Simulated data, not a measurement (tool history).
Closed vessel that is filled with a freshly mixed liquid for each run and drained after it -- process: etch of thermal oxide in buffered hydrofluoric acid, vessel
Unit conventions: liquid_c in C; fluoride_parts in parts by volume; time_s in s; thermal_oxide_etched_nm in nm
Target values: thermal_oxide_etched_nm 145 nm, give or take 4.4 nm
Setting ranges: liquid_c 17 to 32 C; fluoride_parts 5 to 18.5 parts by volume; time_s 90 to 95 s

{"run": 1, "hour": 0.0, "liquid_c": 24, "fluoride_parts": 11.5, "time_s": 90, "thermal_oxide_etched_nm": 90.002}
{"run": 2, "hour": 3.2, "liquid_c": 24, "fluoride_parts": 11.5, "time_s": 95, "thermal_oxide_etched_nm": 93.597}
{"run": 3, "hour": 11.0, "liquid_c": 24, "fluoride_parts": 13.5, "time_s": 95, "thermal_oxide_etched_nm": 81.647}
{"run": 4, "hour": 17.7, "liquid_c": 26, "fluoride_parts": 13, "time_s": 95, "thermal_oxide_etched_nm": 93.514}
{"run": 5, "hour": 20.9, "liquid_c": 27.5, "fluoride_parts": 12.5, "time_s": 95, "thermal_oxide_etched_nm": 105.18}
{"run": 6, "hour": 22.5, "liquid_c": 27.5, "fluoride_parts": 12.5, "time_s": 90, "thermal_oxide_etched_nm": 100.22}
{"run": 7, "hour": 27.1, "liquid_c": 28.5, "fluoride_parts": 12, "time_s": 90, "thermal_oxide_etched_nm": 109.34}
{"run": 8, "hour": 30.8, "liquid_c": 29.5, "fluoride_parts": 11.5, "time_s": 90, "thermal_oxide_etched_nm": 118.2}
{"run": 9, "hour": 39.7, "liquid_c": 32, "fluoride_parts": 10, "time_s": 90, "thermal_oxide_etched_nm": 157.97}
{"run": 10, "hour": 41.0, "liquid_c": 31.5, "fluoride_parts": 10, "time_s": 90, "thermal_oxide_etched_nm": 149.93}

Which one of the following 5 next-run settings gets every result inside its allowed miss? There is exactly one.
{"run": "A", "hour": 42.3, "liquid_c": 31, "fluoride_parts": 11, "time_s": 90, "thermal_oxide_etched_nm": "?"}
{"run": "B", "hour": 42.3, "liquid_c": 32, "fluoride_parts": 10.5, "time_s": 95, "thermal_oxide_etched_nm": "?"}
{"run": "C", "hour": 42.3, "liquid_c": 28, "fluoride_parts": 8, "time_s": 90, "thermal_oxide_etched_nm": "?"}
{"run": "D", "hour": 42.3, "liquid_c": 30, "fluoride_parts": 9.5, "time_s": 90, "thermal_oxide_etched_nm": "?"}
{"run": "E", "hour": 42.3, "liquid_c": 32, "fluoride_parts": 11.5, "time_s": 90, "thermal_oxide_etched_nm": "?"}

move=A thermal_oxide_etched_nm=136.16
move=B thermal_oxide_etched_nm=158.39
move=C thermal_oxide_etched_nm=154.85
move=D thermal_oxide_etched_nm=146.41
move=E thermal_oxide_etched_nm=137.35
A: pushes the last run's worst result past its target
B: the biggest miss grows against the last run
C: the biggest miss grows against the last run
D: meets every target
E: pushes the last run's worst result past its target
Answer: D
